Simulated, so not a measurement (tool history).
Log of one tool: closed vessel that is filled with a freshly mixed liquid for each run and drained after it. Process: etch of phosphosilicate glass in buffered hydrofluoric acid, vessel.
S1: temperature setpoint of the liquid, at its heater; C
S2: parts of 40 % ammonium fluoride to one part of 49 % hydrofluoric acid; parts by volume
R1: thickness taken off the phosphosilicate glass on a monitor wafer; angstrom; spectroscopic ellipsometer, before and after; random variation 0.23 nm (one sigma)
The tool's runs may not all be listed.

Run 1, hour 0: S1 22 C, S2 15 parts by volume, time in the liquid (s) 35. Result: R1 914.84 angstrom.
Run 2, hour 8.9: S1 22 C, S2 11.5 parts by volume, time in the liquid (s) 35. Result: R1 1181.6 angstrom.
Run 3, hour 10.2: S1 22 C, S2 10 parts by volume, time in the liquid (s) 35. Result: R1 1361.5 angstrom.
Run 4, hour 11.1: S1 22 C, S2 13.5 parts by volume, time in the liquid (s) 35. Result: R1 1012.2 angstrom.
Run 5, hour 14.1: S1 22 C, S2 13.5 parts by volume, time in the liquid (s) 30. Result: R1 865.83 angstrom.
Run 6, hour 17.1: S1 22 C, S2 13.5 parts by volume, time in the liquid (s) 30. Result: R1 871.35 angstrom.
Run 7, hour 24.4: S1 22 C, S2 13.5 parts by volume, time in the liquid (s) 30. Result: R1 869.28 angstrom.
Run 8, hour 31.4: S1 21 C, S2 13.5 parts by volume, time in the liquid (s) 30. Result: R1 819.13 angstrom.
Run 9, hour 32.1: S1 20.5 C, S2 13.5 parts by volume, time in the liquid (s) 30. Result: R1 800.61 angstrom.

Run 10 comes next. What will it give?
Run 10, hour 39.2: S1 20 C, S2 13.5 parts by volume, time in the liquid (s) 30. Result: R1 ?.

Run 10 gave R1 776.43 angstrom.
